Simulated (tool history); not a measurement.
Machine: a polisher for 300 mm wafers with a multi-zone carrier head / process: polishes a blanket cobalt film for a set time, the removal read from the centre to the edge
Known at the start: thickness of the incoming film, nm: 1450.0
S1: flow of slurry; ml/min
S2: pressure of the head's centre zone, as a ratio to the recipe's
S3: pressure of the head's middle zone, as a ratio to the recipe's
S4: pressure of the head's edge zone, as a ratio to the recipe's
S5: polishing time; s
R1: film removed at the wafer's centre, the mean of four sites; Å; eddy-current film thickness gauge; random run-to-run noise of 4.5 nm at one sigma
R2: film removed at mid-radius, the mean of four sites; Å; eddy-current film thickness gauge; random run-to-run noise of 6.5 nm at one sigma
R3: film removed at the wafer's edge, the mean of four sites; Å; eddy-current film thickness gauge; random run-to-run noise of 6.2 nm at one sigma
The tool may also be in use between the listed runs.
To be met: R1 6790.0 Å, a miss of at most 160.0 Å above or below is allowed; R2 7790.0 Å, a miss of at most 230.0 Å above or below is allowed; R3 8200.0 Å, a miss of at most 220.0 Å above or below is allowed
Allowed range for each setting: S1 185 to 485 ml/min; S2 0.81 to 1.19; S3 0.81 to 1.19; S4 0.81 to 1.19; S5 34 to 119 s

run	hour	S1	S2	S3	S4	S5	R1	R2	R3
1	0.0	310	1.00	1.00	1.00	76	6029.3	6088.5	5778.3
2	4.5	310	0.98	1.00	1.03	79	6070.0	6248.7	6145.5
3	7.2	315	0.97	1.01	1.05	81	6167.7	6483.3	6320.5
4	8.3	315	1.03	1.01	1.05	81	6433.6	6377.1	6370.2
5	15.5	315	1.03	1.01	1.05	66	5370.9	5395.8	5150.7
6	19.0	310	1.01	1.02	1.07	70	5509.0	5684.4	5489.1
7	19.8	305	1.00	1.02	1.09	74	5818.7	5957.2	5905.8
8	27.0	305	0.98	1.02	1.10	77	5941.0	6137.4	6118.6
9	34.2	310	0.96	1.02	1.11	80	6050.7	6486.5	6440.6
10	36.5	310	0.95	1.02	1.12	82	6130.1	6603.4	6613.2
11	40.3	310	0.94	1.02	1.13	84	6218.0	6863.7	6695.9
12	41.3	290	0.84	0.92	1.19	103	6810.8	7829.8	8436.7

Exactly one of the 4 candidate moves below puts every result within its allowed miss. Which one?
A	42.3	240	0.82	1.10	1.05	102	?	?	?
B	42.3	305	0.88	0.99	1.08	103	?	?	?
C	42.3	310	0.86	0.95	1.17	100	?	?	?
D	42.3	300	0.87	0.87	1.19	100	?	?	?

move	R1	R2	R3
A	6362.0	8375.6	7811.5
B	7090.4	8152.5	8169.5
C	6746.9	7732.8	8227.2
D	6792.4	7316.1	8274.5
A: carries the result that was furthest off beyond its target, to the other side
B: the worst result of the last run now meets its target, but another is out of spec
C: hits every target within its allowed miss
D: the worst result of the last run now meets its target, but another is out of spec
Move C is the one to make.
